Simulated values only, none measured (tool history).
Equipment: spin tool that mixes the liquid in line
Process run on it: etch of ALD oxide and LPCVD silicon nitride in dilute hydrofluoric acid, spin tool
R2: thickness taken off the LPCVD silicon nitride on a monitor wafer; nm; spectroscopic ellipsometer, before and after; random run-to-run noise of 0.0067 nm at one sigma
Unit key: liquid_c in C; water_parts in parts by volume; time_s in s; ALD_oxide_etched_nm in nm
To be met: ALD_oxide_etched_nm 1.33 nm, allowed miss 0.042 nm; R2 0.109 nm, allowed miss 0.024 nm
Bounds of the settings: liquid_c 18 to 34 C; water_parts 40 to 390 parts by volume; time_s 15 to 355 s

Run 1, hour 0: liquid_c 26 C, water_parts 215 parts by volume, time_s 180 s. Result: ALD_oxide_etched_nm 8.4867 nm, R2 0.57527 nm.
Run 2, hour 3.9: liquid_c 26 C, water_parts 215 parts by volume, time_s 210 s. Result: ALD_oxide_etched_nm 10.001 nm, R2 0.6287 nm.
Run 3, hour 7.1: liquid_c 26 C, water_parts 160 parts by volume, time_s 210 s. Result: ALD_oxide_etched_nm 14.099 nm, R2 0.84292 nm.
Run 4, hour 9: liquid_c 26 C, water_parts 160 parts by volume, time_s 175 s. Result: ALD_oxide_etched_nm 11.736 nm, R2 0.71362 nm.
Run 5, hour 17.4: liquid_c 24 C, water_parts 240 parts by volume, time_s 140 s. Result: ALD_oxide_etched_nm 5.4194 nm, R2 0.35337 nm.
Run 6, hour 18.3: liquid_c 25.5 C, water_parts 240 parts by volume, time_s 140 s. Result: ALD_oxide_etched_nm 5.6866 nm, R2 0.32994 nm.
Run 7, hour 27.3: liquid_c 23 C, water_parts 290 parts by volume, time_s 125 s. Result: ALD_oxide_etched_nm 3.6666 nm, R2 0.2454 nm.
Run 8, hour 33.2: liquid_c 21.5 C, water_parts 325 parts by volume, time_s 110 s. Result: ALD_oxide_etched_nm 2.6459 nm, R2 0.17618 nm.
Run 9, hour 35.9: liquid_c 20.5 C, water_parts 350 parts by volume, time_s 95 s. Result: ALD_oxide_etched_nm 2.0002 nm, R2 0.1215 nm.
Run 10, hour 38.5: liquid_c 24.5 C, water_parts 390 parts by volume, time_s 35 s. Result: ALD_oxide_etched_nm 0.74036 nm, R2 0.051512 nm.
Run 11, hour 43.1: liquid_c 23.5 C, water_parts 370 parts by volume, time_s 35 s. Result: ALD_oxide_etched_nm 0.76329 nm, R2 0.0518 nm.
Run 12, hour 46.7: liquid_c 24 C, water_parts 335 parts by volume, time_s 35 s. Result: ALD_oxide_etched_nm 0.8859 nm, R2 0.056525 nm.
Run 13, hour 50.1: liquid_c 25.5 C, water_parts 300 parts by volume, time_s 40 s. Result: ALD_oxide_etched_nm 1.2105 nm, R2 0.082219 nm.
At hour 52.9: hydrofluoric acid flow meter replaced.
Run 14, hour 52.9: liquid_c 25.5 C, water_parts 295 parts by volume, time_s 40 s. Result: ALD_oxide_etched_nm 1.147 nm, R2 0.086604 nm.
Run 15, hour 58.7: liquid_c 24.5 C, water_parts 290 parts by volume, time_s 40 s. Result: ALD_oxide_etched_nm 1.1363 nm, R2 0.076734 nm.

Exactly one of the 4 candidate moves below puts every result within its allowed miss. Which one?
Run A, hour 64.5: liquid_c 18 C, water_parts 90 parts by volume, time_s 15 s. Result: ALD_oxide_etched_nm ?, R2 ?.
Run B, hour 64.5: liquid_c 27 C, water_parts 375 parts by volume, time_s 60 s. Result: ALD_oxide_etched_nm ?, R2 ?.
Run C, hour 64.5: liquid_c 18 C, water_parts 225 parts by volume, time_s 45 s. Result: ALD_oxide_etched_nm ?, R2 ?.
Run D, hour 64.5: liquid_c 18 C, water_parts 215 parts by volume, time_s 45 s. Result: ALD_oxide_etched_nm ?, R2 ?.

move  ALD_oxide_etched_nm        R2
   A               1.3282  0.060501
   B               1.3325    0.1056
   C               1.3948  0.074833
   D               1.4732  0.078174
A: the worst result of the last run now meets its target, but another is out of spec
B: every result lands within tolerance
C: carries the result that was furthest off beyond its target, to the other side
D: carries the result that was furthest off beyond its target, to the other side
Move B is the one to make.

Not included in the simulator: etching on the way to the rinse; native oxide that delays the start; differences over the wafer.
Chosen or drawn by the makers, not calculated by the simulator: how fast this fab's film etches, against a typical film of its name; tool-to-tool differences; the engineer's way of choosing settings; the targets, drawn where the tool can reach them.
